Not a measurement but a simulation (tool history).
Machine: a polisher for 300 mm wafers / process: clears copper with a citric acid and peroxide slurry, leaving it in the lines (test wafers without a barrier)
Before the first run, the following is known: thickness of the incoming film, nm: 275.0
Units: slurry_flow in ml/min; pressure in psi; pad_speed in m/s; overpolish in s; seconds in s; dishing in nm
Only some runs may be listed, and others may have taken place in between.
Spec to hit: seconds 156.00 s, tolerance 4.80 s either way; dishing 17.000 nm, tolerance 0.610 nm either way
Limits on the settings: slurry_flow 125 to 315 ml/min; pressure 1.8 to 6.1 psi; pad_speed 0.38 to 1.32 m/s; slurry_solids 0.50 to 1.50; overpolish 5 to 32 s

run,hour,slurry_flow,pressure,pad_speed,slurry_solids,overpolish,seconds,dishing
1,0.0,205,3.9,0.84,1.00,16,125.09,27.985
2,2.4,215,3.7,0.84,1.00,15,129.17,25.124
3,5.0,220,3.5,0.84,1.00,14,134.96,22.033
4,11.5,220,3.3,0.84,1.00,14,143.00,20.621
5,13.4,220,3.2,0.84,1.00,14,150.74,20.568
6,21.8,260,3.2,0.84,1.00,14,145.35,20.901
7,30.4,240,2.9,0.84,1.00,11,161.17,15.006
8,32.2,240,2.9,0.84,1.00,11,164.38,14.942

Consider the 5 candidate settings below. Which is the only one whose results all fall within their allowed miss of target?
A,34.0,250,3.0,0.84,0.90,9,?,?
B,34.0,240,2.6,0.92,1.35,10,?,?
C,34.0,245,3.6,0.62,0.85,10,?,?
D,34.0,260,2.6,0.80,1.10,10,?,?
E,34.0,245,2.8,0.92,0.95,12,?,?

move,seconds,dishing
A,163.35,12.515
B,159.06,14.159
C,178.48,12.749
D,185.83,12.212
E,160.04,16.745
A: its largest miss is bigger than the last run's
B: its largest miss is bigger than the last run's
C: its largest miss is bigger than the last run's
D: its largest miss is bigger than the last run's
E: all results land within tolerance of their targets
Move E is the one to make.

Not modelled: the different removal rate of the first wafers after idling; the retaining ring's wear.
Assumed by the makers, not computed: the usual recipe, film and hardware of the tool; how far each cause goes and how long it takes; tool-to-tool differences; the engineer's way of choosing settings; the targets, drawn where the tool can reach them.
